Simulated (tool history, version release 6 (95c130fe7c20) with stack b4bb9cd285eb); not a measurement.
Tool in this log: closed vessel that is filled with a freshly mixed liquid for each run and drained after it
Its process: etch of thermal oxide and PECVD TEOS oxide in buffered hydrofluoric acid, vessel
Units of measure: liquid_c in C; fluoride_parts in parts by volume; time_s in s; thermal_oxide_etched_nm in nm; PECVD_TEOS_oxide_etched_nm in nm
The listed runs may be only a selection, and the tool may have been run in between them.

Run 1, day 0.000: liquid_c 20.0 C, fluoride_parts 8.5 parts by volume, time_s 60 s. Result: thermal_oxide_etched_nm 67.586 nm, PECVD_TEOS_oxide_etched_nm 86.934 nm.
Run 2, day 0.275: liquid_c 17.0 C, fluoride_parts 8.5 parts by volume, time_s 60 s. Result: thermal_oxide_etched_nm 56.811 nm, PECVD_TEOS_oxide_etched_nm 72.542 nm.
Run 3, day 0.392: liquid_c 19.0 C, fluoride_parts 8.5 parts by volume, time_s 60 s. Result: thermal_oxide_etched_nm 63.682 nm, PECVD_TEOS_oxide_etched_nm 81.816 nm.
Run 4, day 0.767: liquid_c 21.0 C, fluoride_parts 8.5 parts by volume, time_s 60 s. Result: thermal_oxide_etched_nm 71.388 nm, PECVD_TEOS_oxide_etched_nm 91.070 nm.
Run 5, day 0.833: liquid_c 21.0 C, fluoride_parts 7.5 parts by volume, time_s 60 s. Result: thermal_oxide_etched_nm 80.805 nm, PECVD_TEOS_oxide_etched_nm 104.830 nm.
Run 6, day 1.104: liquid_c 21.0 C, fluoride_parts 9.0 parts by volume, time_s 60 s. Result: thermal_oxide_etched_nm 66.549 nm, PECVD_TEOS_oxide_etched_nm 86.279 nm.
Run 7, day 1.275: liquid_c 21.0 C, fluoride_parts 9.0 parts by volume, time_s 60 s. Result: thermal_oxide_etched_nm 66.773 nm, PECVD_TEOS_oxide_etched_nm 85.689 nm.
Run 8, day 1.358: liquid_c 25.0 C, fluoride_parts 7.0 parts by volume, time_s 60 s. Result: thermal_oxide_etched_nm 109.280 nm, PECVD_TEOS_oxide_etched_nm 139.460 nm.

What does the tool deliver on the next run?
Run 9, day 1.596: liquid_c 25.5 C, fluoride_parts 7.0 parts by volume, time_s 60 s. Result: thermal_oxide_etched_nm ?, PECVD_TEOS_oxide_etched_nm ?.

{"run 9": {"thermal_oxide_etched_nm": 112.29, "PECVD_TEOS_oxide_etched_nm": 145.04}}
